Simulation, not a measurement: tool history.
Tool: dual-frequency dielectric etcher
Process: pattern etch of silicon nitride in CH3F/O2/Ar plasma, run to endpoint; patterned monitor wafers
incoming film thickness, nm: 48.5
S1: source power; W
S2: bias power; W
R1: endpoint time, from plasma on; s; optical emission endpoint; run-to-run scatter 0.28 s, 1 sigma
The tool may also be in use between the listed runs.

run 1 day=0.000 | S1=510 S2=81 | R1=57.748
run 2 day=0.142 | S1=510 S2=87 | R1=55.847
run 3 day=0.392 | S1=480 S2=87 | R1=57.463
run 4 day=0.421 | S1=480 S2=95 | R1=55.622
run 5 day=0.462 | S1=480 S2=102 | R1=54.017
run 6 day=0.658 | S1=430 S2=86 | R1=60.497
run 7 day=1.000 | S1=390 S2=76 | R1=66.930

Forecast run 8:
run 8 day=1.096 | S1=360 S2=72 | R1=?

Run 8 produced R1 70.206 s.
